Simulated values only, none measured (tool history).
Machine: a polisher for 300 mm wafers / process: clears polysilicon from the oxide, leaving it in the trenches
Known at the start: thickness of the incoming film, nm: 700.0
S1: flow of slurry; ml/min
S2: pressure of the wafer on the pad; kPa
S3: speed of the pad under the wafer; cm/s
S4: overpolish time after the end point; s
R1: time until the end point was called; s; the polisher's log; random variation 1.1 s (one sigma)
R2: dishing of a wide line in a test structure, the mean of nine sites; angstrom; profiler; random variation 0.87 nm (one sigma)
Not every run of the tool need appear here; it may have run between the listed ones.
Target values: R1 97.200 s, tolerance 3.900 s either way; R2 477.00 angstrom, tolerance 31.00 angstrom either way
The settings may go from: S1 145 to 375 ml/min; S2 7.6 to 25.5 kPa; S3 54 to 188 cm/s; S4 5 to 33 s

Run 1, day 0.000: S1 240 ml/min, S2 16.5 kPa, S3 120 cm/s, S4 17 s. Result: R1 49.064 s, R2 514.86 angstrom.
Run 2, day 0.112: S1 240 ml/min, S2 16.5 kPa, S3 120 cm/s, S4 20 s. Result: R1 49.867 s, R2 510.57 angstrom.
Run 3, day 0.383: S1 240 ml/min, S2 20.0 kPa, S3 120 cm/s, S4 20 s. Result: R1 43.635 s, R2 512.50 angstrom.
Run 4, day 0.538: S1 240 ml/min, S2 20.0 kPa, S3 94 cm/s, S4 20 s. Result: R1 55.395 s, R2 504.58 angstrom.
Run 5, day 0.871: S1 240 ml/min, S2 17.9 kPa, S3 94 cm/s, S4 20 s. Result: R1 58.975 s, R2 517.11 angstrom.
Run 6, day 1.000: S1 240 ml/min, S2 20.0 kPa, S3 94 cm/s, S4 20 s. Result: R1 54.706 s, R2 524.58 angstrom.
Run 7, day 1.158: S1 230 ml/min, S2 15.9 kPa, S3 92 cm/s, S4 21 s. Result: R1 66.127 s, R2 518.61 angstrom.
Run 8, day 1.462: S1 240 ml/min, S2 13.1 kPa, S3 88 cm/s, S4 17 s. Result: R1 76.811 s, R2 507.73 angstrom.
Run 9, day 1.733: S1 240 ml/min, S2 13.1 kPa, S3 88 cm/s, S4 17 s. Result: R1 76.818 s, R2 503.48 angstrom.
Run 10, day 1.808: S1 250 ml/min, S2 11.7 kPa, S3 86 cm/s, S4 15 s. Result: R1 82.462 s, R2 495.28 angstrom.
Run 11, day 2.096: S1 255 ml/min, S2 10.3 kPa, S3 86 cm/s, S4 14 s. Result: R1 87.164 s, R2 472.39 angstrom.
Run 12, day 2.175: S1 250 ml/min, S2 9.7 kPa, S3 86 cm/s, S4 14 s. Result: R1 89.640 s, R2 465.45 angstrom.
Run 13, day 2.417: S1 245 ml/min, S2 9.7 kPa, S3 84 cm/s, S4 15 s. Result: R1 91.289 s, R2 487.60 angstrom.

Below are 4 possible settings for the next run. Only one of them brings all results inside the allowed miss of their targets. Which is it?
Run A, day 2.658: S1 215 ml/min, S2 8.3 kPa, S3 86 cm/s, S4 17 s. Result: R1 ?, R2 ?.
Run B, day 2.658: S1 225 ml/min, S2 9.7 kPa, S3 72 cm/s, S4 16 s. Result: R1 ?, R2 ?.
Run C, day 2.658: S1 230 ml/min, S2 9.7 kPa, S3 90 cm/s, S4 21 s. Result: R1 ?, R2 ?.
Run D, day 2.658: S1 145 ml/min, S2 9.7 kPa, S3 102 cm/s, S4 29 s. Result: R1 ?, R2 ?.

move       R1      R2
   A   97.723  502.10
   B  107.400  484.60
   C   86.524  526.51
   D   83.061  537.02
A: hits every target within its allowed miss
B: pushes the last run's worst result past its target
C: the biggest miss grows against the last run
D: the biggest miss grows against the last run
So the answer is move A, the one that meets all the targets.

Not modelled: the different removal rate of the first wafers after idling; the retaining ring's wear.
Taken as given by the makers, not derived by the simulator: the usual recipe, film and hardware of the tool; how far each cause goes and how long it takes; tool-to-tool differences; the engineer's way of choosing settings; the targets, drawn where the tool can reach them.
